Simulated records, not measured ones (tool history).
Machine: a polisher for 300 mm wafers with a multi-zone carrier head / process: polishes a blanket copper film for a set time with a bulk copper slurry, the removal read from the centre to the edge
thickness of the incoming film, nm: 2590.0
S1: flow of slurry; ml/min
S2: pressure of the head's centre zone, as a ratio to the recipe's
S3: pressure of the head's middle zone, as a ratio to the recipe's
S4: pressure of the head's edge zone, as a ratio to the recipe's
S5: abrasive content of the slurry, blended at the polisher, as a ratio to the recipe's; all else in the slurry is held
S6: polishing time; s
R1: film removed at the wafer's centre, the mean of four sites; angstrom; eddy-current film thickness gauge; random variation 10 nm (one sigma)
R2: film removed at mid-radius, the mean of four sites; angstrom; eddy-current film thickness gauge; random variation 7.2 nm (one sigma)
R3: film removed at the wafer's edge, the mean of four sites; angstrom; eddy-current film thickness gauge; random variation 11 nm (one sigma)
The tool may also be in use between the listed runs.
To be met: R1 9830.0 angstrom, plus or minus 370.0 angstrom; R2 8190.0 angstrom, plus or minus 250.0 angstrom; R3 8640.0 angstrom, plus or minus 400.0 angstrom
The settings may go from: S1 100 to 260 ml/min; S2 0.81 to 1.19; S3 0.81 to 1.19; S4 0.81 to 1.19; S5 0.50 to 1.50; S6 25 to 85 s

run    day   S1    S2    S3    S4    S5  S6      R1      R2      R3
  1  0.000  165  1.00  1.00  1.00  1.00  55  7274.7  7346.2  7318.8
  2  0.129  185  1.06  1.00  1.04  1.10  55  8071.8  7555.5  7911.8
  3  0.467  215  1.06  1.00  1.04  1.10  55  8414.5  7742.2  7832.0
  4  0.729  220  1.09  1.01  1.06  1.15  55  8449.7  7959.8  8256.2
  5  1.038  220  1.09  1.01  1.06  0.95  55  8065.6  7564.1  7498.2
     1.304  -- slurry nozzle cleaned
  6  1.304  225  1.12  1.00  1.06  1.05  55  8902.5  7817.6  8100.2
  7  1.496  255  1.17  1.01  1.08  1.10  55  9388.7  8032.3  8326.7
  8  1.571  255  1.18  1.01  1.08  1.15  55  9405.3  8346.0  8377.4
  9  1.917  255  1.18  0.99  1.08  1.15  55  9340.5  8060.7  8215.1

Below are 5 possible settings for the next run. Only one of them brings all results inside the allowed miss of their targets. Which is it?
  A  2.262  260  1.15  0.91  0.81  0.85  62   ?   ?   ?
  B  2.262  245  1.18  0.96  1.06  1.50  54   ?   ?   ?
  C  2.262  245  1.14  0.97  1.14  1.25  53   ?   ?   ?
  D  2.262  215  1.19  0.85  1.12  1.25  58   ?   ?   ?
  E  2.262  240  1.10  1.00  1.10  1.25  55   ?   ?   ?

move      R1      R2      R3
   A  9721.9  7991.2  8121.2
   B  9757.8  8167.6  8802.3
   C  8930.2  7751.8  8532.5
   D  9970.1  7595.6  9192.4
   E  8979.1  8215.2  8711.3
A: meets the target for the result that was furthest off, but another lies outside its allowed miss
B: in spec on every target
C: its largest miss is bigger than the last run's
D: meets the target for the result that was furthest off, but another lies outside its allowed miss
E: its largest miss is bigger than the last run's
Answer: B
